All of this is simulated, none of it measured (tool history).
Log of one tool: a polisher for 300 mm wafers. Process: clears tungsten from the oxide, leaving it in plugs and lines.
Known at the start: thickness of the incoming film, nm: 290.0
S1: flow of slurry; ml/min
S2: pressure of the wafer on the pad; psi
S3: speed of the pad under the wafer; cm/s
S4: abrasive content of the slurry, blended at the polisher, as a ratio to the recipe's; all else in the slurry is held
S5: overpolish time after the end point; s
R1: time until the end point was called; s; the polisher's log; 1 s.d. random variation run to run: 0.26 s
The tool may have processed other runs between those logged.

run  hour   S1   S2   S3   S4  S5      R1
  1   0.0  260  4.4  126  1.0  29  32.418
  2   2.3  260  3.6  126  1.0  29  37.680
  3  11.3  215  3.6  126  1.0  29  38.829
  4  16.4  220  4.0  126  1.0  29  35.483
  5  20.7  220  4.0   94  1.0  29  47.806
  6  25.6  225  4.7   94  1.0  29  42.009
  7  29.4  230  5.2   96  1.0  29  37.531

Expected results for the next run?
  8  33.2  235  5.6  98  1.0  29   ?

R1: 34.676 s

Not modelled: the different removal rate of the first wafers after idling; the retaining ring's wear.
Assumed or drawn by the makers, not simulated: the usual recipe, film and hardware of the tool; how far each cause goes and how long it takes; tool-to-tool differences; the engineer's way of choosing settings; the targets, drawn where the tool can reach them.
